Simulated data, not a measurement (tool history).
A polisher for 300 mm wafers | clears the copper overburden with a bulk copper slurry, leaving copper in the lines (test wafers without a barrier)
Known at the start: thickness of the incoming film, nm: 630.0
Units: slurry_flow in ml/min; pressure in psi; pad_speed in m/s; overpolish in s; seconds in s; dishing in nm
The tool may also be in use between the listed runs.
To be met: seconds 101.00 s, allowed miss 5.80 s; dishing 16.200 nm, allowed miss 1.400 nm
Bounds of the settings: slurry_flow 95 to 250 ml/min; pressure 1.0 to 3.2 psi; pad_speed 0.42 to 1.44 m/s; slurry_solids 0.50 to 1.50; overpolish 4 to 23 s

run	hour	slurry_flow	pressure	pad_speed	slurry_solids	overpolish	seconds	dishing
1	0.0	160	2.1	0.92	1.00	12	117.89	36.377
2	3.0	145	2.1	0.92	1.00	12	120.07	36.936
3	9.3	130	2.1	0.92	1.00	12	126.61	35.138
4	17.9	145	2.1	0.92	1.00	12	119.84	37.061
5	26.1	145	2.1	0.92	0.85	12	127.54	34.101
6	31.2	175	2.0	0.98	0.75	10	125.29	30.701
7	33.8	130	1.7	1.16	1.00	4	122.13	13.126
8	34.7	135	1.8	1.18	1.00	4	114.82	14.004
9	42.6	140	1.8	1.18	1.00	4	112.66	14.166
10	46.1	145	1.8	1.18	1.00	4	111.37	14.491
11	51.8	150	1.8	1.18	1.00	4	109.03	15.449

4 next moves are on the table. One of them brings every result within its allowed miss. Which?
A	57.5	160	1.6	1.22	0.95	5	?	?
B	57.5	145	1.5	1.28	0.80	5	?	?
C	57.5	110	2.0	0.90	1.15	5	?	?
D	57.5	150	1.9	1.24	1.00	4	?	?

move	seconds	dishing
A	121.54	16.843
B	129.22	15.887
C	131.21	15.832
D	101.10	16.361
A: further off than the last run
B: further off than the last run
C: further off than the last run
D: meets every target
Move D is the one to make.
